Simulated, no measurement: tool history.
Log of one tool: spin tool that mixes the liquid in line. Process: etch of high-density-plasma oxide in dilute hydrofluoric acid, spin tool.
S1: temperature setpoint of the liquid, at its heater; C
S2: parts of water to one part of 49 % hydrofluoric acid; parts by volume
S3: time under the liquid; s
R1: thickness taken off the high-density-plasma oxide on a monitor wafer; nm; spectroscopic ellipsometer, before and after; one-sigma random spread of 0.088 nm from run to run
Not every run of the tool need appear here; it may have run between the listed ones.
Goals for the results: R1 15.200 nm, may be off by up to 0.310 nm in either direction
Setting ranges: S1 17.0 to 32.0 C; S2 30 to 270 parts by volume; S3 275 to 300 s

run 1 day=0.000 | S1=24.0 S2=150 S3=275 | R1=17.903
run 2 day=0.238 | S1=26.0 S2=150 S3=275 | R1=19.130
run 3 day=0.325 | S1=25.0 S2=150 S3=275 | R1=18.565
run 4 day=0.633 | S1=23.0 S2=150 S3=275 | R1=17.068
run 5 day=0.938 | S1=23.0 S2=150 S3=300 | R1=18.576
run 6 day=1.312 | S1=23.0 S2=150 S3=300 | R1=18.715
run 7 day=1.671 | S1=22.5 S2=150 S3=300 | R1=18.347
run 8 day=1.962 | S1=22.0 S2=150 S3=300 | R1=18.008
run 9 day=2.279 | S1=21.5 S2=150 S3=300 | R1=17.663
run 10 day=2.454 | S1=21.0 S2=150 S3=300 | R1=17.330
run 11 day=2.679 | S1=20.5 S2=150 S3=300 | R1=17.056
run 12 day=2.892 | S1=20.0 S2=150 S3=300 | R1=16.562
run 13 day=3.221 | S1=19.5 S2=150 S3=300 | R1=16.421
run 14 day=3.317 | S1=19.0 S2=150 S3=300 | R1=16.091
run 15 day=3.604 | S1=19.0 S2=150 S3=300 | R1=15.993
run 16 day=3.792 | S1=18.5 S2=150 S3=300 | R1=15.743

Of the 5 settings listed for the next run, only one would bring every result within its allowed miss of target. Which one?
run A day=3.979 | S1=19.5 S2=145 S3=295 | R1=?
run B day=3.979 | S1=17.0 S2=135 S3=275 | R1=?
run C day=3.979 | S1=17.5 S2=130 S3=275 | R1=?
run D day=3.979 | S1=21.5 S2=145 S3=275 | R1=?
run E day=3.979 | S1=17.5 S2=130 S3=280 | R1=?

move=A R1=16.723
move=B R1=15.277
move=C R1=16.277
move=D R1=16.879
move=E R1=16.573
A: its largest miss is bigger than the last run's
B: all results in spec
C: its largest miss is bigger than the last run's
D: its largest miss is bigger than the last run's
E: its largest miss is bigger than the last run's
B meets every target.

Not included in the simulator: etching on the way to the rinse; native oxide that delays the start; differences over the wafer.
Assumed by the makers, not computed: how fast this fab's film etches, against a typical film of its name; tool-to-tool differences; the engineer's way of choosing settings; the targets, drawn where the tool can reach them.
